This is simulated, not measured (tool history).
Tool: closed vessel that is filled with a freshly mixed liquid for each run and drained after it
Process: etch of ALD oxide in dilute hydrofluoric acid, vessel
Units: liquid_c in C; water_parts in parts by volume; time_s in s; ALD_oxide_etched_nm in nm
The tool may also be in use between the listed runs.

| run | day | liquid_c | water_parts | time_s | ALD_oxide_etched_nm |
|---|---|---|---|---|---|
| 1 | 0 | 21 | 65 | 35 | 10.762 |
| 2 | 0.288 | 21 | 65 | 35 | 10.914 |
| 3 | 0.333 | 21 | 50 | 35 | 14.735 |
| 4 | 0.375 | 22.5 | 50 | 35 | 15.894 |
| 5 | 0.538 | 24 | 45 | 35 | 18.3 |
| 6 | 0.783 | 25 | 40 | 35 | 21.346 |
| 7 | 0.988 | 26 | 40 | 35 | 22.794 |
| 8 | 1.317 | 26.5 | 40 | 35 | 23.418 |

Forecast run 9:
| 9 | 1.392 | 27 | 40 | 35 | ? |

ALD_oxide_etched_nm: 23.506 nm
